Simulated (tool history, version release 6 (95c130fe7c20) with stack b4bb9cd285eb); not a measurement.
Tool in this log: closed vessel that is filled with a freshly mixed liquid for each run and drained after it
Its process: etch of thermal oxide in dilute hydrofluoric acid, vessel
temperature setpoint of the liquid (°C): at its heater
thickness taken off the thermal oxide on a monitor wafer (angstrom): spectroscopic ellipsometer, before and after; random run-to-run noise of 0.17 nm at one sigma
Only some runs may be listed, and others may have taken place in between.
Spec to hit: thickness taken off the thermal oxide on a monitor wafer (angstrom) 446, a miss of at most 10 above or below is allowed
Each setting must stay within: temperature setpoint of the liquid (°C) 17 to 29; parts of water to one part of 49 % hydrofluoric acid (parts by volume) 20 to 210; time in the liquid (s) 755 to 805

run	day	temperature setpoint of the liquid (°C)	parts of water to one part of 49 % hydrofluoric acid (parts by volume)	time in the liquid (s)	thickness taken off the thermal oxide on a monitor wafer (angstrom)
1	0	21	115	755	295.55
2	0.154	23.5	110	755	341.8
3	0.258	23.5	110	805	364.57
4	0.358	20.5	110	805	326.04
5	0.429	17	110	805	279.69
6	0.617	17	155	805	189.79
7	0.954	20.5	145	805	237.88
8	1.042	23	135	805	283.08
9	1.246	27	100	805	464.83
10	1.425	26.5	100	805	457.99

Which one of the following 5 next-run settings gets every result inside its allowed miss? There is exactly one.
A	1.604	26	100	755	?
B	1.604	25.5	100	785	?
C	1.604	28	95	755	?
D	1.604	26	95	755	?
E	1.604	23.5	85	805	?

move	thickness taken off the thermal oxide on a monitor wafer (angstrom)
A	420.49
B	428.76
C	481.35
D	445.49
E	486.93
A: the result that was furthest off in the last run now lies on the other side of its target
B: the result that was furthest off in the last run now lies on the other side of its target
C: moves away from the targets compared with the last run
D: hits every target within its allowed miss
E: moves away from the targets compared with the last run
The move that meets every target is D.

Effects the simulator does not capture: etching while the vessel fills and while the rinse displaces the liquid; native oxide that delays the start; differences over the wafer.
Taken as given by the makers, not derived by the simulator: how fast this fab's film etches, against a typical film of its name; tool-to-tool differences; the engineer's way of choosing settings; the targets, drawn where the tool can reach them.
